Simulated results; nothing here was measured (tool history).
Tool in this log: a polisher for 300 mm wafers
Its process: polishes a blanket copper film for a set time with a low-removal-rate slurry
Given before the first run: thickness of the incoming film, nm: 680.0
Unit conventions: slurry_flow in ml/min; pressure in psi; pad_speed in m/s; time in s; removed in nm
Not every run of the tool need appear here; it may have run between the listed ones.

| run | hour | slurry_flow | pressure | pad_speed | slurry_solids | time | removed |
|---|---|---|---|---|---|---|---|
| 1 | 0 | 230 | 3.2 | 1.02 | 1 | 101 | 292.67 |
| 2 | 6.8 | 230 | 3.2 | 1.02 | 1 | 101 | 292.66 |
| 3 | 10.8 | 230 | 3.7 | 1.02 | 1 | 101 | 336.2 |
| 4 | 12.3 | 230 | 3.2 | 1.02 | 1 | 101 | 293.16 |
| 5 | 17.8 | 230 | 3.2 | 0.9 | 1 | 101 | 259.47 |
| 6 | 23.4 | 235 | 3.4 | 0.9 | 1 | 101 | 275.97 |

Run 7, settings as shown, results not yet in. Your forecast:
|  | 24.5 | worn pad replaced by a new one |
| 7 | 24.5 | 240 | 3.5 | 0.9 | 1 | 101 | ? |

For run 7 the tool returned removed 301.6 nm.
